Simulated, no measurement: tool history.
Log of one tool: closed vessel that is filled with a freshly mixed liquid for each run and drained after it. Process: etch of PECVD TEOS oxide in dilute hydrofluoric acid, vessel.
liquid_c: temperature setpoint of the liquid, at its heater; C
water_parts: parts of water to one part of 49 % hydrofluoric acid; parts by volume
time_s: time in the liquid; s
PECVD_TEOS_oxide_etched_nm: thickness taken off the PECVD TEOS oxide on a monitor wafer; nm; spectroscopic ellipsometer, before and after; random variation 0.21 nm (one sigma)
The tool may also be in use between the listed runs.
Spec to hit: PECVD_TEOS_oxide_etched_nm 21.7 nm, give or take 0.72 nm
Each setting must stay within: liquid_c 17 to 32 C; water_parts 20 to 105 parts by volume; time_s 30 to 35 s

run,hour,liquid_c,water_parts,time_s,PECVD_TEOS_oxide_etched_nm
1,0,24,55,35,17.321
2,1.6,24,55,30,15.119
3,10.5,26.5,55,30,16.342
4,16.9,28,50,30,19.45
5,21.8,29,50,30,20.296
6,27.7,29,60,30,16.641
7,36.1,30,55,30,18.691
8,43.9,30.5,55,30,19.783
9,51,31,55,30,19.843
10,59.7,31,55,30,19.754
11,67.9,32,50,30,22.962

4 next moves are on the table. One of them brings every result within its allowed miss. Which?
A,76.1,32,55,35,?
B,76.1,29.5,55,35,?
C,76.1,30,45,30,?
D,76.1,31,45,30,?

move,PECVD_TEOS_oxide_etched_nm
A,23.68
B,21.482
C,23.284
D,24.22
A: moves away from the targets compared with the last run
B: hits every target within its allowed miss
C: moves away from the targets compared with the last run
D: moves away from the targets compared with the last run
So the answer is move B, the one that meets all the targets.

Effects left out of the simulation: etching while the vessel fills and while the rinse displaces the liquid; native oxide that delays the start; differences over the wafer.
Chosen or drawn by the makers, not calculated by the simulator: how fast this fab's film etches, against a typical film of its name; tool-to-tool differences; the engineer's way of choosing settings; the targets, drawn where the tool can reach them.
